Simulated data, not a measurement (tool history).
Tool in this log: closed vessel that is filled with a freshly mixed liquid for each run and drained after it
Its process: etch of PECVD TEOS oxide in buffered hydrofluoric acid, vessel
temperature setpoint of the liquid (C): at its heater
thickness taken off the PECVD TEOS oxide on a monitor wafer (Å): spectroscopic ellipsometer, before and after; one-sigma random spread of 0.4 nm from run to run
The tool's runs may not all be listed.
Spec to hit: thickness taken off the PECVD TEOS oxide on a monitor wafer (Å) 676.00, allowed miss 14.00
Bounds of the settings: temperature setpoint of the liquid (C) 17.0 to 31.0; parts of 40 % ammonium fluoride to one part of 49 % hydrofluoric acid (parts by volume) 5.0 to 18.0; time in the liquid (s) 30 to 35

run	hour	temperature setpoint of the liquid (C)	parts of 40 % ammonium fluoride to one part of 49 % hydrofluoric acid (parts by volume)	time in the liquid (s)	thickness taken off the PECVD TEOS oxide on a monitor wafer (Å)
1	0.0	23.0	11.0	35	536.07
2	3.4	24.0	11.0	35	566.17
3	6.6	24.0	12.5	35	501.97
4	12.7	24.0	14.0	35	452.27
5	14.3	24.0	14.0	30	385.31
6	22.8	26.0	13.5	30	448.55
7	27.7	27.5	13.0	30	499.90
8	33.3	31.0	11.0	30	700.86

5 next moves are on the table. One of them brings every result within its allowed miss. Which?
A	38.9	30.5	12.5	35	?
B	38.9	31.0	11.5	30	?
C	38.9	29.5	12.0	35	?
D	38.9	31.0	12.5	35	?
E	38.9	31.0	13.0	35	?

move	thickness taken off the PECVD TEOS oxide on a monitor wafer (Å)
A	719.62
B	686.79
C	710.58
D	738.67
E	710.92
A: lands further from the targets than the last run did
B: meets every target
C: lands further from the targets than the last run did
D: lands further from the targets than the last run did
E: lands further from the targets than the last run did
B is the move that brings every result within its allowed miss.

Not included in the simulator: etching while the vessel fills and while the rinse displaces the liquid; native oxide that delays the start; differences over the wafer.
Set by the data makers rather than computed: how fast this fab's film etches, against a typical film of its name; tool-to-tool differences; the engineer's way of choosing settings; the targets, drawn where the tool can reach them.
